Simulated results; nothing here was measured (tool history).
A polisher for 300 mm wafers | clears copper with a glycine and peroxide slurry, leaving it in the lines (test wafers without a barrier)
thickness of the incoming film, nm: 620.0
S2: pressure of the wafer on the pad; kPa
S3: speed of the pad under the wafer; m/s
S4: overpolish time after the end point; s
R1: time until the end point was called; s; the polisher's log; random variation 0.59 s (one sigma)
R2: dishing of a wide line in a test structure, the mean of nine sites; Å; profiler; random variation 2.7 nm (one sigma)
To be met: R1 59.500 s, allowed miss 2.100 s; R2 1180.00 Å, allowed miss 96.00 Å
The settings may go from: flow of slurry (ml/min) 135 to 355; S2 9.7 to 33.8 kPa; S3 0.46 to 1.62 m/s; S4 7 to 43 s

{"run": 1, "hour": 0.0, "flow of slurry (ml/min)": 225, "S2": 21.4, "S3": 1.04, "S4": 22, "R1": 100.38, "R2": 767.91}
{"run": 2, "hour": 2.1, "flow of slurry (ml/min)": 225, "S2": 24.1, "S3": 1.04, "S4": 23, "R1": 91.246, "R2": 826.21}
{"run": 3, "hour": 7.1, "flow of slurry (ml/min)": 225, "S2": 19.3, "S3": 1.04, "S4": 23, "R1": 112.18, "R2": 742.22}
{"run": 4, "hour": 8.2, "flow of slurry (ml/min)": 225, "S2": 19.3, "S3": 1.3, "S4": 23, "R1": 91.765, "R2": 833.51}
{"run": 5, "hour": 9.3, "flow of slurry (ml/min)": 225, "S2": 19.3, "S3": 1.3, "S4": 32, "R1": 93.789, "R2": 966.9}
{"run": 6, "hour": 11.0, "flow of slurry (ml/min)": 225, "S2": 21.4, "S3": 1.3, "S4": 31, "R1": 85.928, "R2": 1006.5}
{"run": 7, "hour": 16.2, "flow of slurry (ml/min)": 225, "S2": 23.4, "S3": 1.3, "S4": 30, "R1": 78.839, "R2": 1046.7}
{"run": 8, "hour": 23.9, "flow of slurry (ml/min)": 225, "S2": 24.8, "S3": 1.3, "S4": 29, "R1": 73.764, "R2": 1029.7}
{"run": 9, "hour": 31.3, "flow of slurry (ml/min)": 225, "S2": 26.2, "S3": 1.3, "S4": 29, "R1": 71.089, "R2": 1065.2}
{"run": 10, "hour": 36.9, "flow of slurry (ml/min)": 225, "S2": 26.9, "S3": 1.3, "S4": 29, "R1": 69.151, "R2": 1057.9}
{"run": 11, "hour": 44.8, "flow of slurry (ml/min)": 225, "S2": 27.6, "S3": 1.3, "S4": 29, "R1": 67.695, "R2": 1096.3}
{"run": 12, "hour": 48.2, "flow of slurry (ml/min)": 225, "S2": 28.3, "S3": 1.3, "S4": 29, "R1": 65.371, "R2": 1119.9}

Which of these 5 next moves meets every target?
{"run": "A", "hour": 51.6, "flow of slurry (ml/min)": 135, "S2": 32.4, "S3": 1.3, "S4": 24, "R1": "?", "R2": "?"}
{"run": "B", "hour": 51.6, "flow of slurry (ml/min)": 240, "S2": 22.8, "S3": 1.6, "S4": 28, "R1": "?", "R2": "?"}
{"run": "C", "hour": 51.6, "flow of slurry (ml/min)": 230, "S2": 27.6, "S3": 1.56, "S4": 18, "R1": "?", "R2": "?"}
{"run": "D", "hour": 51.6, "flow of slurry (ml/min)": 235, "S2": 30.3, "S3": 1.34, "S4": 32, "R1": "?", "R2": "?"}
{"run": "E", "hour": 51.6, "flow of slurry (ml/min)": 290, "S2": 22.1, "S3": 1.48, "S4": 30, "R1": "?", "R2": "?"}

move=A R1=64.973 R2=1078.20
move=B R1=67.834 R2=1079.10
move=C R1=58.566 R2=971.96
move=D R1=61.047 R2=1211.70
move=E R1=72.966 R2=1078.70
A: nearer than the last run, and not there yet
B: further off than the last run
C: brings the result that was furthest off to its target, and leaves another outside
D: meets every target
E: further off than the last run
The right move is D.

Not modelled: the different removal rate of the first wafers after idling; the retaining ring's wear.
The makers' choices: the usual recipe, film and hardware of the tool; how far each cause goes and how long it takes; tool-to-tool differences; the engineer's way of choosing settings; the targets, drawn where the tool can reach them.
